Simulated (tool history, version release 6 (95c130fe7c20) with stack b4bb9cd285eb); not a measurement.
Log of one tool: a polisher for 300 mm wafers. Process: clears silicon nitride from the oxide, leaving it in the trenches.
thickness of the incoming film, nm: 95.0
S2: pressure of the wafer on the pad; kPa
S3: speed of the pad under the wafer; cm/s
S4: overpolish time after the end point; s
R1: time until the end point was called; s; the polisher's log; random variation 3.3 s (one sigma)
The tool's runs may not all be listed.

Run 1, day 0.000: flow of slurry (ml/min) 285, S2 17.9 kPa, S3 78 cm/s, S4 9 s. Result: R1 151.25 s.
Run 2, day 0.146: flow of slurry (ml/min) 285, S2 15.9 kPa, S3 76 cm/s, S4 9 s. Result: R1 175.99 s.
Run 3, day 0.204: flow of slurry (ml/min) 285, S2 15.9 kPa, S3 94 cm/s, S4 9 s. Result: R1 141.80 s.
Run 4, day 0.492: flow of slurry (ml/min) 285, S2 13.8 kPa, S3 90 cm/s, S4 9 s. Result: R1 170.26 s.
At day 0.688: worn pad replaced by a new one.
Run 5, day 0.688: flow of slurry (ml/min) 285, S2 10.3 kPa, S3 90 cm/s, S4 9 s. Result: R1 212.88 s.
Run 6, day 1.042: flow of slurry (ml/min) 285, S2 9.7 kPa, S3 86 cm/s, S4 9 s. Result: R1 234.51 s.

The next listed run, before its measurement:
Run 7, day 1.175: flow of slurry (ml/min) 285, S2 9.7 kPa, S3 84 cm/s, S4 9 s. Result: R1 ?.

{"run 7": {"R1": 244.13}}
